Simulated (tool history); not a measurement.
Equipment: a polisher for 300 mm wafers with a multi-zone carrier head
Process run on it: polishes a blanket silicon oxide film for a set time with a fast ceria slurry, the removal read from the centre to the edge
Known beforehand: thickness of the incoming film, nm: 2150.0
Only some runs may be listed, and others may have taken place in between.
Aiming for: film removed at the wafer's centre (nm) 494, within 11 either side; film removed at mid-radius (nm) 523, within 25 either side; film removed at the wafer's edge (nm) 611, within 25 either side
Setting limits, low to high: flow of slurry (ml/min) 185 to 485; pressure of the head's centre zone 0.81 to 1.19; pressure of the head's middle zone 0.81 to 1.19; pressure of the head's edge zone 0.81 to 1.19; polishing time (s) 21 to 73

| run | day | flow of slurry (ml/min) | pressure of the head's centre zone | pressure of the head's middle zone | pressure of the head's edge zone | polishing time (s) | film removed at the wafer's centre (nm) | film removed at mid-radius (nm) | film removed at the wafer's edge (nm) |
|---|---|---|---|---|---|---|---|---|---|
| 1 | 0 | 310 | 1 | 1 | 1 | 47 | 599.73 | 593.25 | 607.83 |
| 2 | 0.333 | 310 | 1 | 1 | 0.96 | 47 | 607.36 | 574.18 | 586.09 |
| 3 | 0.383 | 310 | 1 | 1.05 | 0.96 | 47 | 605.52 | 616.93 | 574.13 |
| 4 | 0.638 | 280 | 1 | 1.05 | 0.96 | 47 | 602.48 | 613.75 | 583.54 |
| 5 | 0.846 | 275 | 0.96 | 1.02 | 0.97 | 47 | 571.77 | 588.83 | 581.46 |
| 6 | 0.883 | 275 | 0.96 | 1.02 | 0.97 | 54 | 652.82 | 672.24 | 683.57 |
| 7 | 1.171 | 270 | 0.92 | 0.99 | 0.97 | 53 | 619.51 | 666.65 | 659.83 |
|  | 1.542 | worn pad replaced by a new one |
| 8 | 1.542 | 255 | 0.9 | 0.95 | 0.99 | 52 | 649.17 | 691.01 | 730.71 |

Which of these 5 next moves meets every target?
| A | 1.912 | 290 | 0.81 | 1.19 | 0.83 | 47 | ? | ? | ? |
| B | 1.912 | 220 | 0.81 | 0.98 | 1.12 | 43 | ? | ? | ? |
| C | 1.912 | 210 | 0.84 | 0.87 | 1.04 | 44 | ? | ? | ? |
| D | 1.912 | 280 | 1.19 | 0.81 | 0.82 | 50 | ? | ? | ? |
| E | 1.912 | 225 | 0.82 | 1.05 | 0.99 | 73 | ? | ? | ? |

| move | film removed at the wafer's centre (nm) | film removed at mid-radius (nm) | film removed at the wafer's edge (nm) |
|---|---|---|---|
| A | 538.01 | 761.65 | 600.17 |
| B | 473.59 | 572.61 | 618.99 |
| C | 498.63 | 528.25 | 608.13 |
| D | 837.74 | 587.12 | 636.43 |
| E | 817.24 | 1032.6 | 989.93 |
A: closes in on the targets versus the last run, not all within tolerance yet
B: takes the result that was furthest off past its target
C: hits every target within its allowed miss
D: the biggest miss grows against the last run
E: the biggest miss grows against the last run
Correct choice: C, which meets every target
